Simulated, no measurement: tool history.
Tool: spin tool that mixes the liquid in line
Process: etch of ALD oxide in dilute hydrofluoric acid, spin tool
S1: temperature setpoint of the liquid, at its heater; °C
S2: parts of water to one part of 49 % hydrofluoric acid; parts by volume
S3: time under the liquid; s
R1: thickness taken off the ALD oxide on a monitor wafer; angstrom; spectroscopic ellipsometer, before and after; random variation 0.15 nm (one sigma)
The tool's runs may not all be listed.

Run 1, hour 0.0: S1 21.0 °C, S2 200 parts by volume, S3 40 s. Result: R1 52.536 angstrom.
Run 2, hour 0.7: S1 21.0 °C, S2 200 parts by volume, S3 40 s. Result: R1 52.409 angstrom.
Run 3, hour 3.7: S1 23.0 °C, S2 200 parts by volume, S3 40 s. Result: R1 56.000 angstrom.
Run 4, hour 8.4: S1 26.0 °C, S2 200 parts by volume, S3 40 s. Result: R1 62.495 angstrom.
Run 5, hour 10.5: S1 26.0 °C, S2 245 parts by volume, S3 40 s. Result: R1 50.095 angstrom.
Run 6, hour 14.6: S1 27.0 °C, S2 190 parts by volume, S3 40 s. Result: R1 70.936 angstrom.
Run 7, hour 19.0: S1 27.5 °C, S2 155 parts by volume, S3 40 s. Result: R1 90.573 angstrom.

Forecast run 8:
Run 8, hour 24.1: S1 28.0 °C, S2 135 parts by volume, S3 40 s. Result: R1 ?.

{"run 8": {"R1": 108.46}}
